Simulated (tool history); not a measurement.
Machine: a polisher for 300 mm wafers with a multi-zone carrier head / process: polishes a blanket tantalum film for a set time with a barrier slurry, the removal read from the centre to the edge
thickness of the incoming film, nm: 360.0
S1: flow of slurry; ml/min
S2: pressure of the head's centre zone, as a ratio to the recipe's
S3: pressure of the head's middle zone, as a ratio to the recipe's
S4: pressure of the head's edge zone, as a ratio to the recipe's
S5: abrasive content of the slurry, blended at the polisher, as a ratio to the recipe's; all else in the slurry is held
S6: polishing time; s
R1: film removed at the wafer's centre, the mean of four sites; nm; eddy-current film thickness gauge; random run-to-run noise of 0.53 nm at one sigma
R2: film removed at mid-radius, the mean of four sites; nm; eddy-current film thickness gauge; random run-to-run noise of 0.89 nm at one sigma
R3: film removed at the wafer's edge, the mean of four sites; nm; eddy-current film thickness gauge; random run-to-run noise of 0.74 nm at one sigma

run,hour,S1,S2,S3,S4,S5,S6,R1,R2,R3
1,0,195,1,1,1,1,89,93.985,96.139,97.45
2,4.8,190,1,0.97,0.99,0.95,89,93.487,92.029,94.959
3,9.2,150,1,0.97,0.99,0.95,89,88.887,87.92,92.8
4,13.3,145,1,0.95,0.98,0.9,89,86.973,84.498,90.477
5,20.5,140,1,0.93,0.97,0.85,89,85.319,82.348,87.591
6,24.9,135,1,0.91,0.97,0.8,89,82.861,77.367,85.731
7,27.1,135,1,0.91,0.97,0.8,89,82.898,79.899,84.836

Expected results for the next run?
8,30.7,130,1.01,0.89,0.98,0.8,89,?,?,?

R1: 82.898 nm
R2: 75.312 nm
R3: 85.764 nm

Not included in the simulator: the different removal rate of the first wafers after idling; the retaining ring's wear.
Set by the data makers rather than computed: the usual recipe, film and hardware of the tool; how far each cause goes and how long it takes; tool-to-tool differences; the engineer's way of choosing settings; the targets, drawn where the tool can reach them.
